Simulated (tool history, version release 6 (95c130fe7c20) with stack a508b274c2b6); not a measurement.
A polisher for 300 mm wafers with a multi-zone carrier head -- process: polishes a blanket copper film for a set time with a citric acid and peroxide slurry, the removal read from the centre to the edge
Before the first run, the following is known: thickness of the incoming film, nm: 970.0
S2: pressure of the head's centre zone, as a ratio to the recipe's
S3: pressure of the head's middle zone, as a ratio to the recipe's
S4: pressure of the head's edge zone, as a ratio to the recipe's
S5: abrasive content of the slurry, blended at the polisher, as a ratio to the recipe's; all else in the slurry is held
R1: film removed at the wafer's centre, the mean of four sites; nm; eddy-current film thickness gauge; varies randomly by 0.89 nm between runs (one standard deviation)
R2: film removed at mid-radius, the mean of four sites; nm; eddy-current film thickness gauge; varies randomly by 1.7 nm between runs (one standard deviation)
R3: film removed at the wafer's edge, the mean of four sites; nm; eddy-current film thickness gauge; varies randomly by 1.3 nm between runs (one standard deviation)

run 1 hour=0.0 | flow_of_slurry_(ml/min)=210 S2=1.00 S3=1.00 S4=1.00 S5=1.00 polishing_time_(s)=49 | R1=168.44 R2=163.07 R3=164.30
run 2 hour=8.8 | flow_of_slurry_(ml/min)=210 S2=1.00 S3=1.00 S4=1.00 S5=0.85 polishing_time_(s)=49 | R1=160.66 R2=153.74 R3=159.96
run 3 hour=14.4 | flow_of_slurry_(ml/min)=200 S2=0.97 S3=0.99 S4=0.97 S5=0.80 polishing_time_(s)=49 | R1=153.27 R2=148.03 R3=152.34
run 4 hour=21.9 | flow_of_slurry_(ml/min)=190 S2=0.94 S3=0.98 S4=0.97 S5=0.80 polishing_time_(s)=49 | R1=146.99 R2=146.19 R3=151.05
run 5 hour=23.9 | flow_of_slurry_(ml/min)=180 S2=0.92 S3=0.97 S4=0.96 S5=0.80 polishing_time_(s)=49 | R1=142.08 R2=145.04 R3=148.77
run 6 hour=31.6 | flow_of_slurry_(ml/min)=170 S2=0.91 S3=0.96 S4=0.96 S5=0.80 polishing_time_(s)=49 | R1=136.80 R2=141.90 R3=148.57

Expected results for the next run?
run 7 hour=36.2 | flow_of_slurry_(ml/min)=160 S2=0.91 S3=0.95 S4=0.95 S5=0.80 polishing_time_(s)=49 | R1=? R2=? R3=?

Run 7 produced R1 136.19 nm, R2 138.75 nm, R3 147.38 nm.
